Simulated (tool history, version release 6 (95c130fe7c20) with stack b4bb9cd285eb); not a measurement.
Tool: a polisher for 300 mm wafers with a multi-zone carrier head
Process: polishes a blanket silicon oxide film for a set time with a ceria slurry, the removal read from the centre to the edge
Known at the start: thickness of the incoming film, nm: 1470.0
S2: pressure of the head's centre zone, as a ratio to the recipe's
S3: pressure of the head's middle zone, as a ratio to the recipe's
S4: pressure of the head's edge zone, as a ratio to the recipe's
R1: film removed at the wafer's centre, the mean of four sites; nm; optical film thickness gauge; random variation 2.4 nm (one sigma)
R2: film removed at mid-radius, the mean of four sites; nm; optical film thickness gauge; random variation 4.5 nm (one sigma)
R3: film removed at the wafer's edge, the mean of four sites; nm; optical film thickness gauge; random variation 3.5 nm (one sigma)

Run 1, hour 0.0: flow of slurry (ml/min) 290, S2 1.00, S3 1.00, S4 1.00, polishing time (s) 62. Result: R1 256.80 nm, R2 265.30 nm, R3 258.95 nm.
Run 2, hour 4.0: flow of slurry (ml/min) 285, S2 0.99, S3 0.97, S4 1.05, polishing time (s) 69. Result: R1 287.16 nm, R2 277.33 nm, R3 299.11 nm.
Run 3, hour 5.9: flow of slurry (ml/min) 285, S2 1.03, S3 0.97, S4 1.05, polishing time (s) 69. Result: R1 295.75 nm, R2 273.99 nm, R3 286.96 nm.
Run 4, hour 10.1: flow of slurry (ml/min) 285, S2 1.03, S3 0.97, S4 1.05, polishing time (s) 77. Result: R1 329.37 nm, R2 308.70 nm, R3 333.79 nm.
Run 5, hour 18.2: flow of slurry (ml/min) 300, S2 1.01, S3 0.98, S4 1.09, polishing time (s) 79. Result: R1 335.21 nm, R2 315.44 nm, R3 343.26 nm.
Run 6, hour 19.1: flow of slurry (ml/min) 295, S2 0.99, S3 0.97, S4 1.09, polishing time (s) 81. Result: R1 336.61 nm, R2 338.43 nm, R3 353.93 nm.

Forecast run 7:
Run 7, hour 24.6: flow of slurry (ml/min) 285, S2 0.98, S3 0.94, S4 1.11, polishing time (s) 83. Result: R1 ?, R2 ?, R3 ?.

Run 7 gave R1 337.19 nm, R2 332.78 nm, R3 357.87 nm.
